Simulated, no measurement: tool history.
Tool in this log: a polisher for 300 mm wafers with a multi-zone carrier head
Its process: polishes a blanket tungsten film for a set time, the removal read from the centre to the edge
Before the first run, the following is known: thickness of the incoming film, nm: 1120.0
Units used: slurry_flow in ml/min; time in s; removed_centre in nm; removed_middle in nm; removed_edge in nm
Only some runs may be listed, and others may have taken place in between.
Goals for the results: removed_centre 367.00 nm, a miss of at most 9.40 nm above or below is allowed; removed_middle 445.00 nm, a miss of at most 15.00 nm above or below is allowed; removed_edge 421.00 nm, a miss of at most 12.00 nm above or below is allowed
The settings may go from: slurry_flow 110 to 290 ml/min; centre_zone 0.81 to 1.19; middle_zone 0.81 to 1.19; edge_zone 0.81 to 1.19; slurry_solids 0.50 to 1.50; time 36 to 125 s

{"run": 1, "hour": 0.0, "slurry_flow": 185, "centre_zone": 1.0, "middle_zone": 1.0, "edge_zone": 1.0, "slurry_solids": 1.0, "time": 80, "removed_centre": 362.82, "removed_middle": 366.01, "removed_edge": 362.94}
{"run": 2, "hour": 5.1, "slurry_flow": 185, "centre_zone": 1.04, "middle_zone": 1.0, "edge_zone": 1.0, "slurry_solids": 1.0, "time": 80, "removed_centre": 375.57, "removed_middle": 373.84, "removed_edge": 364.1}
{"run": 3, "hour": 8.7, "slurry_flow": 185, "centre_zone": 1.04, "middle_zone": 1.08, "edge_zone": 1.0, "slurry_solids": 1.0, "time": 80, "removed_centre": 373.24, "removed_middle": 396.95, "removed_edge": 361.92}
{"run": 4, "hour": 16.1, "slurry_flow": 185, "centre_zone": 0.98, "middle_zone": 1.08, "edge_zone": 1.0, "slurry_solids": 1.0, "time": 80, "removed_centre": 351.65, "removed_middle": 396.14, "removed_edge": 360.31}
{"run": 5, "hour": 22.4, "slurry_flow": 230, "centre_zone": 0.98, "middle_zone": 1.08, "edge_zone": 1.0, "slurry_solids": 1.0, "time": 80, "removed_centre": 362.57, "removed_middle": 415.17, "removed_edge": 369.44}
{"run": 6, "hour": 27.0, "slurry_flow": 230, "centre_zone": 0.98, "middle_zone": 1.0, "edge_zone": 1.0, "slurry_solids": 1.0, "time": 80, "removed_centre": 365.52, "removed_middle": 388.57, "removed_edge": 374.55}
{"run": 7, "hour": 35.2, "slurry_flow": 245, "centre_zone": 0.96, "middle_zone": 1.02, "edge_zone": 1.04, "slurry_solids": 1.05, "time": 80, "removed_centre": 364.61, "removed_middle": 395.99, "removed_edge": 385.72}
{"run": 8, "hour": 42.7, "slurry_flow": 255, "centre_zone": 0.94, "middle_zone": 1.05, "edge_zone": 1.07, "slurry_solids": 1.1, "time": 80, "removed_centre": 365.25, "removed_middle": 417.88, "removed_edge": 390.92}
{"run": 9, "hour": 47.6, "slurry_flow": 260, "centre_zone": 0.92, "middle_zone": 1.05, "edge_zone": 1.1, "slurry_solids": 1.15, "time": 80, "removed_centre": 357.59, "removed_middle": 413.58, "removed_edge": 399.31}
{"run": 10, "hour": 50.0, "slurry_flow": 265, "centre_zone": 0.91, "middle_zone": 1.06, "edge_zone": 1.12, "slurry_solids": 1.2, "time": 80, "removed_centre": 355.26, "removed_middle": 423.17, "removed_edge": 411.04}

Below are 5 possible settings for the next run. Only one of them brings all results inside the allowed miss of their targets. Which is it?
{"run": "A", "hour": 52.4, "slurry_flow": 230, "centre_zone": 0.89, "middle_zone": 1.13, "edge_zone": 1.13, "slurry_solids": 1.1, "time": 81, "removed_centre": "?", "removed_middle": "?", "removed_edge": "?"}
{"run": "B", "hour": 52.4, "slurry_flow": 270, "centre_zone": 0.95, "middle_zone": 1.02, "edge_zone": 1.13, "slurry_solids": 1.1, "time": 79, "removed_centre": "?", "removed_middle": "?", "removed_edge": "?"}
{"run": "C", "hour": 52.4, "slurry_flow": 265, "centre_zone": 0.81, "middle_zone": 1.11, "edge_zone": 1.17, "slurry_solids": 1.1, "time": 84, "removed_centre": "?", "removed_middle": "?", "removed_edge": "?"}
{"run": "D", "hour": 52.4, "slurry_flow": 240, "centre_zone": 0.93, "middle_zone": 0.96, "edge_zone": 1.09, "slurry_solids": 1.3, "time": 80, "removed_centre": "?", "removed_middle": "?", "removed_edge": "?"}
{"run": "E", "hour": 52.4, "slurry_flow": 205, "centre_zone": 0.9, "middle_zone": 1.07, "edge_zone": 1.08, "slurry_solids": 1.15, "time": 86, "removed_centre": "?", "removed_middle": "?", "removed_edge": "?"}

move=A removed_centre=341.57 removed_middle=439.33 removed_edge=400.60
move=B removed_centre=363.31 removed_middle=400.23 removed_edge=397.09
move=C removed_centre=328.36 removed_middle=456.72 removed_edge=427.53
move=D removed_centre=366.29 removed_middle=392.56 removed_edge=405.21
move=E removed_centre=363.11 removed_middle=441.75 removed_edge=415.98
A: meets the target for the result that was furthest off, but another lies outside its allowed miss
B: misses by more than the last run did
C: meets the target for the result that was furthest off, but another lies outside its allowed miss
D: misses by more than the last run did
E: all results land within tolerance of their targets
Go with E: it meets all targets.

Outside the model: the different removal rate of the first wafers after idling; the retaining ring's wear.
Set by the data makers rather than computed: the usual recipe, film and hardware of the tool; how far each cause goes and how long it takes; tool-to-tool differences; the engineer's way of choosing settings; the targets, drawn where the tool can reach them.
